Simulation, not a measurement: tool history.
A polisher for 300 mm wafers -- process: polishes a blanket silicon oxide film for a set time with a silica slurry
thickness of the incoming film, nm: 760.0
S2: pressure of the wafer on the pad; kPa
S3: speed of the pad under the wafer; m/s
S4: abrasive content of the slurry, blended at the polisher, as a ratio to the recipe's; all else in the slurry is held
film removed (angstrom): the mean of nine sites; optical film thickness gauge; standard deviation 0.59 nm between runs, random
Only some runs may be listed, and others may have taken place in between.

Run 1, day 0.000: flow of slurry (ml/min) 310, S2 26.2 kPa, S3 1.04 m/s, S4 1.0, polishing time (s) 22. Result: film removed (angstrom) 649.79.
Run 2, day 0.167: flow of slurry (ml/min) 310, S2 26.9 kPa, S3 1.04 m/s, S4 1.0, polishing time (s) 22. Result: film removed (angstrom) 665.95.
Run 3, day 0.538: flow of slurry (ml/min) 260, S2 26.9 kPa, S3 1.04 m/s, S4 1.0, polishing time (s) 22. Result: film removed (angstrom) 660.51.
Run 4, day 0.846: flow of slurry (ml/min) 260, S2 26.9 kPa, S3 1.04 m/s, S4 1.0, polishing time (s) 22. Result: film removed (angstrom) 656.06.
Run 5, day 1.033: flow of slurry (ml/min) 265, S2 27.6 kPa, S3 1.04 m/s, S4 1.0, polishing time (s) 22. Result: film removed (angstrom) 675.14.
Run 6, day 1.229: flow of slurry (ml/min) 315, S2 27.6 kPa, S3 1.04 m/s, S4 1.0, polishing time (s) 22. Result: film removed (angstrom) 691.86.
Run 7, day 1.538: flow of slurry (ml/min) 320, S2 28.3 kPa, S3 1.04 m/s, S4 1.0, polishing time (s) 22. Result: film removed (angstrom) 707.73.
Run 8, day 1.733: flow of slurry (ml/min) 325, S2 29.0 kPa, S3 1.04 m/s, S4 1.0, polishing time (s) 22. Result: film removed (angstrom) 715.52.
Run 9, day 2.092: flow of slurry (ml/min) 325, S2 29.6 kPa, S3 1.04 m/s, S4 1.0, polishing time (s) 22. Result: film removed (angstrom) 742.45.

Predict the results of run 10:
Run 10, day 2.138: flow of slurry (ml/min) 330, S2 30.3 kPa, S3 1.04 m/s, S4 1.0, polishing time (s) 22. Result: film removed (angstrom) ?.

{"run 10": {"film removed (angstrom)": 765.75}}
